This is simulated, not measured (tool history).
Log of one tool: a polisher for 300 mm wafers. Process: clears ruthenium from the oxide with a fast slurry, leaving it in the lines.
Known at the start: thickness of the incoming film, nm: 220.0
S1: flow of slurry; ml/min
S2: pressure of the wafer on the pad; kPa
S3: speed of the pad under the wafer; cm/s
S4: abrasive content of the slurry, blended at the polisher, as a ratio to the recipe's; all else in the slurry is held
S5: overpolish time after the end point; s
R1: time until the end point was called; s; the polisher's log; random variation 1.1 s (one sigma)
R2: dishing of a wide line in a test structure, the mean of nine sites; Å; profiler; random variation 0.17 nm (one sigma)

run	hour	S1	S2	S3	S4	S5	R1	R2
1	0.0	285	24.1	94	1.00	11	48.256	395.700
2	5.0	285	24.1	94	1.00	13	47.476	470.180
3	13.7	285	24.1	90	1.00	12	48.939	412.300
4	15.8	285	21.4	90	1.00	12	51.759	385.360
5	23.8	305	20.0	84	1.05	11	58.590	331.110
6	31.5	290	19.3	84	1.00	10	61.992	301.250
7	38.7	310	19.3	78	1.05	9	63.865	255.100
8	44.4	325	19.3	74	1.10	8	66.561	225.190
9	47.9	340	20.0	70	1.15	7	66.661	201.590
10	55.3	340	20.0	70	1.15	7	66.211	193.400
11	58.2	340	15.9	68	1.15	3	79.355	71.088
12	65.6	340	16.5	70	1.15	3	77.848	75.312

The next listed run, before its measurement:
13	68.3	340	17.2	72	1.15	3	?	?

{"run 13": {"R1": 72.257, "R2": 79.222}}
